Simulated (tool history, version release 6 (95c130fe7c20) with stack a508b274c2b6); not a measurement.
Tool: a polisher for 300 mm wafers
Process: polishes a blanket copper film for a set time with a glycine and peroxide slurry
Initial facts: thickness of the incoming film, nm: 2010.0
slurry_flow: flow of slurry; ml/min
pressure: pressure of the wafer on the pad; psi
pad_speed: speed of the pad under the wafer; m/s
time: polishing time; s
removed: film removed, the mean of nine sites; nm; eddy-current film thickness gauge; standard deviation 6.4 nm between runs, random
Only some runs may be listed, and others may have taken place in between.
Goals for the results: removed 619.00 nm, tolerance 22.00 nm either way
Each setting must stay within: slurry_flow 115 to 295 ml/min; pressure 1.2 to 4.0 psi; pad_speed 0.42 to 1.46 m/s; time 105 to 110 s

| run | day | slurry_flow | pressure | pad_speed | time | removed |
|---|---|---|---|---|---|---|
| 1 | 0.000 | 190 | 2.6 | 0.94 | 105 | 460.78 |
| 2 | 0.117 | 190 | 2.8 | 0.94 | 105 | 476.96 |
| 3 | 0.338 | 190 | 2.2 | 0.94 | 105 | 402.95 |
| 4 | 0.421 | 190 | 2.2 | 1.12 | 105 | 460.14 |
| 5 | 0.621 | 190 | 2.2 | 1.12 | 105 | 465.00 |
| 6 | 0.854 | 190 | 2.2 | 1.26 | 105 | 511.83 |
| 7 | 0.904 | 190 | 2.3 | 1.26 | 105 | 526.57 |
| 8 | 1.158 | 190 | 2.4 | 1.26 | 105 | 533.51 |
| 9 | 1.417 | 190 | 2.5 | 1.26 | 105 | 556.77 |

Which single option among these 5 for the next run brings every result within its allowed miss of target? Just one does.
| A | 1.675 | 180 | 2.2 | 1.28 | 105 | ? |
| B | 1.675 | 280 | 2.6 | 1.06 | 105 | ? |
| C | 1.675 | 200 | 3.2 | 1.06 | 108 | ? |
| D | 1.675 | 165 | 2.1 | 1.22 | 105 | ? |
| E | 1.675 | 225 | 2.6 | 0.98 | 105 | ? |

| move | removed |
|---|---|
| A | 503.04 |
| B | 523.10 |
| C | 614.73 |
| D | 458.65 |
| E | 478.65 |
A: the biggest miss grows against the last run
B: the biggest miss grows against the last run
C: in spec on every target
D: the biggest miss grows against the last run
E: the biggest miss grows against the last run
C is the move that brings every result within its allowed miss.
